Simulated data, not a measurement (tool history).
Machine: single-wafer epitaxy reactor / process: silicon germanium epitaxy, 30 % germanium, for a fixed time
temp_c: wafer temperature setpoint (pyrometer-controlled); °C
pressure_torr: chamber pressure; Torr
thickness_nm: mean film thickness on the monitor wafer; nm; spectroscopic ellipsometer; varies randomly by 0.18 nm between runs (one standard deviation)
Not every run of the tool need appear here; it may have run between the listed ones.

run  hour  temp_c  pressure_torr  thickness_nm
  1   0.0     580           15.1        40.230
  2   3.7     586           15.1        44.396
  3   9.3     586           13.7        42.458
  4  13.6     584           13.7        41.167
  5  15.3     589           13.7        44.571
  6  21.5     589           11.4        42.079
  7  27.2     587           11.4        40.716
  8  29.6     585           11.4        39.017

Estimate the outcome of run 9 from the log above:
  9  38.1     584           11.4             ?

Run 9 measured thickness_nm 38.976 nm.

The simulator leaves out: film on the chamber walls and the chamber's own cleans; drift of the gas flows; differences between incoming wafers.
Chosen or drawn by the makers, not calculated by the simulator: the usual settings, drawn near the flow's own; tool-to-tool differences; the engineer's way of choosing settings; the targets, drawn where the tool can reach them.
